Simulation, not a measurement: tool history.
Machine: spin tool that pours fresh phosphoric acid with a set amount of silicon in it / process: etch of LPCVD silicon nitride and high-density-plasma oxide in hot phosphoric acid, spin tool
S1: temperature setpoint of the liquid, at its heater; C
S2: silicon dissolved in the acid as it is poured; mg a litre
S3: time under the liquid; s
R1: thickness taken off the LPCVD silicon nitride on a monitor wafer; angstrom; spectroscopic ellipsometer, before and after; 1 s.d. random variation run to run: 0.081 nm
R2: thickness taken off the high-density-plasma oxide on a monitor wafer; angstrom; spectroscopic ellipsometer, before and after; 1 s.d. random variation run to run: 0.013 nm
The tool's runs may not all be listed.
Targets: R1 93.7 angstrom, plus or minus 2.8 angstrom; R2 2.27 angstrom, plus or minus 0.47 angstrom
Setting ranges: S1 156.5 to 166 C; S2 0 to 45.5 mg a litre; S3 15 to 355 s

run 1 hour=0 | S1=161 S2=20 S3=180 | R1=167.87 R2=5.5422
run 2 hour=2.5 | S1=162 S2=20 S3=180 | R1=171.25 R2=5.8971
run 3 hour=10.5 | S1=163.5 S2=20 S3=180 | R1=177.58 R2=6.5452
run 4 hour=15.4 | S1=162 S2=20 S3=180 | R1=171.69 R2=6.0382
run 5 hour=17.9 | S1=162 S2=20 S3=135 | R1=128.46 R2=4.375
run 6 hour=22.1 | S1=160.5 S2=20 S3=135 | R1=120.52 R2=4.3894
run 7 hour=30.7 | S1=159.5 S2=25 S3=130 | R1=114.06 R2=3.3393
run 8 hour=35.2 | S1=159 S2=26.5 S3=125 | R1=106.74 R2=2.6623
run 9 hour=38.3 | S1=158.5 S2=26.5 S3=120 | R1=101.31 R2=2.5105
run 10 hour=45.9 | S1=158 S2=26 S3=120 | R1=99.283 R2=2.5318
run 11 hour=49.5 | S1=157.5 S2=26 S3=120 | R1=97.496 R2=2.3263
run 12 hour=55.9 | S1=157.5 S2=25.5 S3=120 | R1=96.383 R2=2.6115
run 13 hour=56.8 | S1=157.5 S2=26.5 S3=120 | R1=96.915 R2=2.3993

4 next moves are on the table. One of them brings every result within its allowed miss. Which?
run A hour=57.7 | S1=158.5 S2=21.5 S3=105 | R1=? R2=?
run B hour=57.7 | S1=157 S2=26.5 S3=125 | R1=? R2=?
run C hour=57.7 | S1=156.5 S2=25.5 S3=120 | R1=? R2=?
run D hour=57.7 | S1=158 S2=25.5 S3=120 | R1=? R2=?

move=A R1=88.639 R2=2.5924
move=B R1=100.29 R2=2.3466
move=C R1=94.647 R2=2.2457
move=D R1=99.601 R2=2.5133
A: carries the result that was furthest off beyond its target, to the other side
B: the biggest miss grows against the last run
C: each result inside its tolerance
D: the biggest miss grows against the last run
Move C is the one to make.
